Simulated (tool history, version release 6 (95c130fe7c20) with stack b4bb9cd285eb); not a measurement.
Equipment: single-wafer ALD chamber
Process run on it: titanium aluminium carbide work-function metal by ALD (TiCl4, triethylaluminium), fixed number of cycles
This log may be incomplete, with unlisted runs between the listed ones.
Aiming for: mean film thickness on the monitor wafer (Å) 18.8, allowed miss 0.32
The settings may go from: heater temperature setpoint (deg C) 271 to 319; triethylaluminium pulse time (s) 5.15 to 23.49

run	hour	heater temperature setpoint (deg C)	triethylaluminium pulse time (s)	mean film thickness on the monitor wafer (Å)
1	0	295	14.32	20.31
2	4.7	295	17.85	20.321
3	7.5	295	21.5	20.25
4	8.5	295	23.49	20.316
5	9.1	293	23.47	20.251
6	14.8	293	20.52	20.349
7	16.3	281	21.07	19.143
8	24.5	281	21.06	19.237
9	27.1	280	21.05	19.162

Pick the move, out of 4, that brings all results within their allowed miss; only one does.
A	29.7	284	23.44	?
B	29.7	291	22.76	?
C	29.7	275	21.68	?
D	29.7	288	19.36	?

move	mean film thickness on the monitor wafer (Å)
A	19.591
B	20.153
C	18.867
D	19.893
A: misses by more than the last run did
B: misses by more than the last run did
C: meets every target
D: misses by more than the last run did
C is the move that brings every result within its allowed miss.
